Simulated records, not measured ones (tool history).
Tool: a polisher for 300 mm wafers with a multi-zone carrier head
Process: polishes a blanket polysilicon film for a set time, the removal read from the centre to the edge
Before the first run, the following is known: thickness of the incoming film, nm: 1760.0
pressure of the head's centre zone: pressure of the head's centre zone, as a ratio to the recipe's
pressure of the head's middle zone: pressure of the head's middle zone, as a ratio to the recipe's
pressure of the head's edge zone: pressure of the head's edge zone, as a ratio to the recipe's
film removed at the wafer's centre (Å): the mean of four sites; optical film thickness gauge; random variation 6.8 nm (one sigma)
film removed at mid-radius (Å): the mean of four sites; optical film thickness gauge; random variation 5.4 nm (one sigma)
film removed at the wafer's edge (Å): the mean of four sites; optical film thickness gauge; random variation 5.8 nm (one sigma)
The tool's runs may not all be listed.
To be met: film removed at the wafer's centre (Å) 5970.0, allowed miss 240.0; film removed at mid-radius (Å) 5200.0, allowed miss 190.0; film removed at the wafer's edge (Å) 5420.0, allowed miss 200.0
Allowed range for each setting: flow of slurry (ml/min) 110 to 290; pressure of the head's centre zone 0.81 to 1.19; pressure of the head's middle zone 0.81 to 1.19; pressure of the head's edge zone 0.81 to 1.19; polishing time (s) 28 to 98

| run | day | flow of slurry (ml/min) | pressure of the head's centre zone | pressure of the head's middle zone | pressure of the head's edge zone | polishing time (s) | film removed at the wafer's centre (Å) | film removed at mid-radius (Å) | film removed at the wafer's edge (Å) |
|---|---|---|---|---|---|---|---|---|---|
| 1 | 0.000 | 185 | 1.00 | 1.00 | 1.00 | 63 | 5020.6 | 5040.0 | 5116.9 |
| 2 | 0.212 | 185 | 0.95 | 1.00 | 1.00 | 63 | 4683.6 | 5056.1 | 5011.4 |
| 3 | 0.262 | 185 | 0.95 | 1.05 | 1.00 | 63 | 4625.9 | 5216.9 | 5007.2 |
| 4 | 0.425 | 220 | 0.95 | 1.05 | 1.00 | 63 | 4926.9 | 5349.7 | 5123.0 |
| 5 | 0.721 | 220 | 1.01 | 1.05 | 1.00 | 63 | 5156.2 | 5382.3 | 5037.4 |
| 6 | 0.754 | 230 | 1.03 | 1.02 | 1.02 | 63 | 5237.6 | 5170.2 | 5165.1 |
| 7 | 1.083 | 235 | 1.05 | 1.01 | 1.02 | 64 | 5491.3 | 5306.8 | 5295.5 |
| 8 | 1.225 | 240 | 1.07 | 1.00 | 1.02 | 64 | 5629.5 | 5297.1 | 5301.3 |
| 9 | 1.512 | 245 | 1.08 | 0.99 | 1.02 | 64 | 5667.2 | 5317.1 | 5243.6 |

Exercise: of the 4 proposed moves below, exactly one satisfies all targets within the stated allowed misses. Which move is it?
| A | 1.800 | 230 | 1.09 | 0.95 | 1.00 | 67 | ? | ? | ? |
| B | 1.800 | 210 | 0.94 | 1.00 | 1.09 | 63 | ? | ? | ? |
| C | 1.800 | 260 | 1.15 | 1.05 | 0.83 | 62 | ? | ? | ? |
| D | 1.800 | 195 | 1.19 | 1.08 | 0.87 | 64 | ? | ? | ? |

| move | film removed at the wafer's centre (Å) | film removed at mid-radius (Å) | film removed at the wafer's edge (Å) |
|---|---|---|---|
| A | 5967.8 | 5258.7 | 5436.1 |
| B | 4770.4 | 5104.0 | 5222.0 |
| C | 5928.8 | 5372.7 | 4775.3 |
| D | 6075.4 | 5470.1 | 4863.2 |
A: all results in spec
B: moves away from the targets compared with the last run
C: the furthest-off result lands on target, but another misses its tolerance
D: the furthest-off result lands on target, but another misses its tolerance
A is the move that brings every result within its allowed miss.
